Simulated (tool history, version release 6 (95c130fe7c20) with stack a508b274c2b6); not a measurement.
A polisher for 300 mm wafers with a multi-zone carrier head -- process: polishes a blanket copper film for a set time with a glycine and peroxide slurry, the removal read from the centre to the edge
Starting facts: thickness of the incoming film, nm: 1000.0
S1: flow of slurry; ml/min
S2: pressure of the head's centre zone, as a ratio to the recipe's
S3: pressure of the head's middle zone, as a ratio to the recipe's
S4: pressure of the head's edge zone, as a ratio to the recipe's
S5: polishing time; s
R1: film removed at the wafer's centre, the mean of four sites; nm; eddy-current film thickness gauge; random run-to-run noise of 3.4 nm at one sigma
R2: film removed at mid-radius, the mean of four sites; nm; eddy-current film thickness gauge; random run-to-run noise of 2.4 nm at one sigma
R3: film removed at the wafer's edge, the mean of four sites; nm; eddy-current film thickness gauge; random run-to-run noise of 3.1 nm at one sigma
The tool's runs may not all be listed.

run  hour   S1    S2    S3    S4  S5      R1      R2      R3
  1   0.0  205  1.00  1.00  1.00  74  350.11  342.53  359.23
  2   3.2  205  1.01  0.99  1.01  74  346.21  339.55  357.23
  3   5.5  225  1.01  0.99  1.01  74  351.48  345.43  356.83
  4  10.2  215  1.02  0.98  1.02  74  353.02  337.28  359.07
  5  12.6  215  1.02  0.98  1.09  74  352.61  336.47  370.07
  6  14.0  215  1.10  0.98  1.09  74  382.10  336.70  367.05
  7  16.7  210  1.10  0.97  1.10  74  380.25  338.75  374.33
  8  18.4  210  1.10  0.96  1.10  74  375.04  331.96  375.01

Run 9 comes next. What will it give?
  9  20.7  210  1.11  0.95  1.10  74   ?   ?   ?

Logged for run 9: R1 377.48 nm, R2 331.54 nm, R3 366.83 nm.

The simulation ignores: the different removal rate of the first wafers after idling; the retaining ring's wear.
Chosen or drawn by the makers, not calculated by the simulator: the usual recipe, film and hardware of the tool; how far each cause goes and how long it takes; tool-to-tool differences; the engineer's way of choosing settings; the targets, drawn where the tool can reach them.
